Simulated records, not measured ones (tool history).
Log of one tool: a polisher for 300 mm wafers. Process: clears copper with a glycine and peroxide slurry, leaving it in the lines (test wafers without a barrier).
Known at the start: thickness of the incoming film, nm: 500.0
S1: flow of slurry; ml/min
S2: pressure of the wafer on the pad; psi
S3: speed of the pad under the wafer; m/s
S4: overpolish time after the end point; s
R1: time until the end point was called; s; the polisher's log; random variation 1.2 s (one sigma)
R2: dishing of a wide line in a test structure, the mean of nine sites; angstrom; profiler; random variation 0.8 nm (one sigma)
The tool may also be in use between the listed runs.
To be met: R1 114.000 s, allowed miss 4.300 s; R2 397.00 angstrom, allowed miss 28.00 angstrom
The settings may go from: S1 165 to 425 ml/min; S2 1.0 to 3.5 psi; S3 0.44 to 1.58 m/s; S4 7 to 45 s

run,hour,S1,S2,S3,S4,R1,R2
1,0.0,275,2.2,1.00,23,126.380,634.51
2,5.2,275,2.7,1.00,23,105.690,733.81
3,6.4,275,2.7,1.00,17,108.520,579.43
4,9.3,275,3.2,1.00,17,95.611,634.39
5,15.0,275,3.2,0.86,17,103.420,600.05
6,19.4,240,3.2,0.86,17,106.460,593.77
7,23.6,245,3.2,0.86,14,103.430,504.58
8,27.6,245,3.1,0.86,13,109.160,459.03
9,30.5,245,3.1,0.86,12,108.920,426.60
10,34.6,240,3.1,0.86,12,106.840,433.25

Which of these 4 next moves meets every target?
A,38.7,220,2.8,0.80,13,?,?
B,38.7,205,2.8,0.80,10,?,?
C,38.7,275,3.4,0.68,12,?,?
D,38.7,270,2.9,0.86,14,?,?

move,R1,R2
A,123.340,402.28
B,124.160,315.63
C,115.020,401.63
D,113.060,463.61
A: takes the result that was furthest off past its target
B: takes the result that was furthest off past its target
C: meets every target
D: brings the result that was furthest off to its target, and leaves another outside
The right move is C.

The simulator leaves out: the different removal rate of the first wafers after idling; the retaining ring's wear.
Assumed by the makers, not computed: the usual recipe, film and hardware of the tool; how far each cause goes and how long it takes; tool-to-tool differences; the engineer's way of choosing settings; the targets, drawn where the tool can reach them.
